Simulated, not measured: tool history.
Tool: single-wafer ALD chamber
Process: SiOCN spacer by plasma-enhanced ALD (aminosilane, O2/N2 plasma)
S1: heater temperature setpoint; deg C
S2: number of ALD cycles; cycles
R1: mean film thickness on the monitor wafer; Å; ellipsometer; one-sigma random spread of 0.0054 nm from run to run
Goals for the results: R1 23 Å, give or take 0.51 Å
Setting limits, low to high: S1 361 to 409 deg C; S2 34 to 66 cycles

run,day,S1,S2,R1
1,0,385,50,31.062
2,0.121,385,56,34.99
3,0.433,385,49,30.447
4,0.492,385,42,26.106
5,0.808,385,40,24.891
6,0.892,379,40,24.866
7,0.958,379,39,24.204
8,1.312,379,38,23.727

Exactly one of the 4 candidate moves below puts every result within its allowed miss. Which one?
A,1.667,366,39,?
B,1.667,378,39,?
C,1.667,364,37,?
D,1.667,372,40,?

move,R1
A,24.187
B,24.187
C,22.947
D,24.808
A: the biggest miss grows against the last run
B: the biggest miss grows against the last run
C: in spec on every target
D: the biggest miss grows against the last run
C is the move that brings every result within its allowed miss.
